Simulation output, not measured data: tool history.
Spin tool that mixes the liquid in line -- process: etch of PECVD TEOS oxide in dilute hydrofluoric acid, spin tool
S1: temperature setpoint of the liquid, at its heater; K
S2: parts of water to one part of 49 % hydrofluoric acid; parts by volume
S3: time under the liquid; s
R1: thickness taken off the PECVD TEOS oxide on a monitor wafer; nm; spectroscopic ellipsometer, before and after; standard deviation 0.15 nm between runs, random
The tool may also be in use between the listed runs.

| run | hour | S1 | S2 | S3 | R1 |
|---|---|---|---|---|---|
| 1 | 0 | 297.15 | 170 | 130 | 12.925 |
| 2 | 4 | 299.65 | 170 | 130 | 14.174 |
| 3 | 7.5 | 299.65 | 140 | 130 | 18.033 |
| 4 | 13.8 | 299.65 | 140 | 135 | 18.691 |
| 5 | 18.1 | 299.15 | 140 | 135 | 18.14 |
| 6 | 25.1 | 299.15 | 90 | 135 | 30.11 |

Forecast run 7:
| 7 | 25.6 | 297.15 | 100 | 135 | ? |

{"run 7": {"R1": 24.941}}
